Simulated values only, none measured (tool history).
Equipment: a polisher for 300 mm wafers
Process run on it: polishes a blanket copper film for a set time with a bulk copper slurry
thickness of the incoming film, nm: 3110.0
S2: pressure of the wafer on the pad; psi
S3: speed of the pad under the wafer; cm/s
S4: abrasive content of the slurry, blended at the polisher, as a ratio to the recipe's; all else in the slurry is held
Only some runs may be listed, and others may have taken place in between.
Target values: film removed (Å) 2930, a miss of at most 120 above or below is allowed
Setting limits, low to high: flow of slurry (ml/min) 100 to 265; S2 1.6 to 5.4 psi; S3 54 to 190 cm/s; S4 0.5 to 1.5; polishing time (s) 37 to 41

Run 1, hour 0: flow of slurry (ml/min) 170, S2 3.5 psi, S3 122 cm/s, S4 1, polishing time (s) 41. Result: film removed (Å) 6056.3.
Run 2, hour 1.8: flow of slurry (ml/min) 170, S2 3.5 psi, S3 138 cm/s, S4 1, polishing time (s) 41. Result: film removed (Å) 6962.7.
Run 3, hour 9.4: flow of slurry (ml/min) 200, S2 3.5 psi, S3 138 cm/s, S4 1, polishing time (s) 41. Result: film removed (Å) 7170.1.
Run 4, hour 16.6: flow of slurry (ml/min) 195, S2 3 psi, S3 128 cm/s, S4 1, polishing time (s) 41. Result: film removed (Å) 5678.1.
Run 5, hour 24.4: flow of slurry (ml/min) 190, S2 2.6 psi, S3 120 cm/s, S4 1, polishing time (s) 41. Result: film removed (Å) 4613.5.
Run 6, hour 27.9: flow of slurry (ml/min) 190, S2 3.1 psi, S3 120 cm/s, S4 1, polishing time (s) 41. Result: film removed (Å) 5615.3.
Run 7, hour 28.9: flow of slurry (ml/min) 175, S2 2.7 psi, S3 118 cm/s, S4 1, polishing time (s) 41. Result: film removed (Å) 4639.7.
Run 8, hour 31.3: flow of slurry (ml/min) 170, S2 2.4 psi, S3 116 cm/s, S4 1, polishing time (s) 41. Result: film removed (Å) 4133.8.
Run 9, hour 36: flow of slurry (ml/min) 165, S2 2.2 psi, S3 114 cm/s, S4 1, polishing time (s) 41. Result: film removed (Å) 3754.3.
Run 10, hour 42.9: flow of slurry (ml/min) 165, S2 2.2 psi, S3 114 cm/s, S4 1, polishing time (s) 41. Result: film removed (Å) 3615.8.
Run 11, hour 45.4: flow of slurry (ml/min) 155, S2 2.1 psi, S3 114 cm/s, S4 1, polishing time (s) 41. Result: film removed (Å) 3505.2.
Run 12, hour 46.4: flow of slurry (ml/min) 145, S2 2 psi, S3 114 cm/s, S4 1, polishing time (s) 41. Result: film removed (Å) 3238.6.

4 next moves are on the table. One of them brings every result within its allowed miss. Which?
Run A, hour 47.4: flow of slurry (ml/min) 165, S2 2.1 psi, S3 118 cm/s, S4 1.05, polishing time (s) 39. Result: film removed (Å) ?.
Run B, hour 47.4: flow of slurry (ml/min) 150, S2 2 psi, S3 120 cm/s, S4 0.95, polishing time (s) 41. Result: film removed (Å) ?.
Run C, hour 47.4: flow of slurry (ml/min) 115, S2 1.9 psi, S3 138 cm/s, S4 1.05, polishing time (s) 39. Result: film removed (Å) ?.
Run D, hour 47.4: flow of slurry (ml/min) 150, S2 1.8 psi, S3 110 cm/s, S4 1, polishing time (s) 41. Result: film removed (Å) ?.

move  film removed (Å)
   A            3538.6
   B            3474.6
   C            3498.3
   D              2924
A: misses by more than the last run did
B: misses by more than the last run did
C: misses by more than the last run did
D: in spec on every target
Answer: D
